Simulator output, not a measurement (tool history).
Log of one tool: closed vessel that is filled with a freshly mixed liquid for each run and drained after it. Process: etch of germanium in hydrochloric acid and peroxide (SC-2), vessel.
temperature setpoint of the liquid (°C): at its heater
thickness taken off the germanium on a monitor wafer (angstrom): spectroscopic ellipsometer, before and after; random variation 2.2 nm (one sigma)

run  hour  temperature setpoint of the liquid (°C)  parts of water to one part each of 37 % hydrochloric acid and 30 % peroxide (parts by volume)  time in the liquid (s)  thickness taken off the germanium on a monitor wafer (angstrom)
  1     0                                       63                                                                                            5.5                      95                                                           3610.9
  2   5.5                                       61                                                                                            5.5                      95                                                           3365.4
  3   7.3                                       61                                                                                            7.5                      95                                                           3367.7
  4  11.8                                       61                                                                                            7.5                     105                                                           3705.4
  5  14.1                                       59                                                                                            7.5                     105                                                           3505.6
  6  16.9                                     57.5                                                                                            7.5                     105                                                           3338.2
  7  18.8                                     56.5                                                                                            7.5                     105                                                             3240
  8  21.9                                     55.5                                                                                            7.5                     105                                                           3084.8
  9  25.1                                       55                                                                                            7.5                     105                                                           3067.2
 10  30.5                                     54.5                                                                                            7.5                     105                                                           3040.3
 11    33                                       54                                                                                            7.5                     105                                                             3014

The next listed run, before its measurement:
 12  35.2                                     53.5                                                                                            7.5                     105                                                                ?

thickness taken off the germanium on a monitor wafer (angstrom): 2960.9
